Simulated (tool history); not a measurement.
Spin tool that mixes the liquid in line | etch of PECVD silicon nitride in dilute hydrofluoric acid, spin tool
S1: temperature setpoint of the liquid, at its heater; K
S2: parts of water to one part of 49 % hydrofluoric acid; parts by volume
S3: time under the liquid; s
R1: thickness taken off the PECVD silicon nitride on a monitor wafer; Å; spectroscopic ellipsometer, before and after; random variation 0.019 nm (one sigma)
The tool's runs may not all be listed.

run 1 hour=0 | S1=293.15 S2=140 S3=80 | R1=25.182
run 2 hour=6.3 | S1=293.15 S2=105 S3=80 | R1=33.364
run 3 hour=13.4 | S1=292.65 S2=105 S3=80 | R1=31.883
run 4 hour=14.6 | S1=290.15 S2=105 S3=80 | R1=27.192
run 5 hour=19.2 | S1=290.15 S2=75 S3=80 | R1=37.727
run 6 hour=22.5 | S1=290.15 S2=75 S3=80 | R1=37.736
run 7 hour=29.2 | S1=290.15 S2=80 S3=80 | R1=35.154
run 8 hour=37.4 | S1=290.15 S2=85 S3=80 | R1=33.097

Run 9 comes next. What will it give?
run 9 hour=40 | S1=290.15 S2=90 S3=80 | R1=?

Run 9 gave R1 31.316 Å.
